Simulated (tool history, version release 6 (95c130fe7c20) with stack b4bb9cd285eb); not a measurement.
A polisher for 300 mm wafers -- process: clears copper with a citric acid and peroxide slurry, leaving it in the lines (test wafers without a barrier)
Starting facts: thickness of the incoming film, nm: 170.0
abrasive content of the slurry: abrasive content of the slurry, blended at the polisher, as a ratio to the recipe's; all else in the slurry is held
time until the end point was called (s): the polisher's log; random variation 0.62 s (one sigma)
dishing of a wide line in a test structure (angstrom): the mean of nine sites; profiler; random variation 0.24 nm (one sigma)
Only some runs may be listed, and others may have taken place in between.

run,hour,flow of slurry (ml/min),pressure of the wafer on the pad (psi),speed of the pad under the wafer (m/s),abrasive content of the slurry,overpolish time after the end point (s),time until the end point was called (s),dishing of a wide line in a test structure (angstrom)
1,0,215,2.1,0.96,1,9,104.92,109.74
2,5,215,2.1,0.96,1.15,9,100.89,113.01
3,10.6,220,2.3,0.96,1.15,9,94.157,118.73
4,17.5,220,2.3,0.96,1.15,11,95.427,143.92
5,19.1,220,2.5,0.96,1.15,11,88.859,151.58
6,27.6,220,2.2,0.96,1.15,11,97.904,137.69
7,29.1,225,2.4,0.96,1.15,11,90.321,147.28
8,33.4,240,2.5,0.96,1.15,11,86.884,154.98
9,35.9,250,2.6,0.96,1.15,11,83.379,160.52
10,42.1,255,2.7,0.96,1.15,11,81.1,161.4

The next listed run, before its measurement:
11,45.6,255,2.8,0.96,1.15,11,?,?

Run 11 came out at time until the end point was called (s) 79.193, dishing of a wide line in a test structure (angstrom) 168.24.
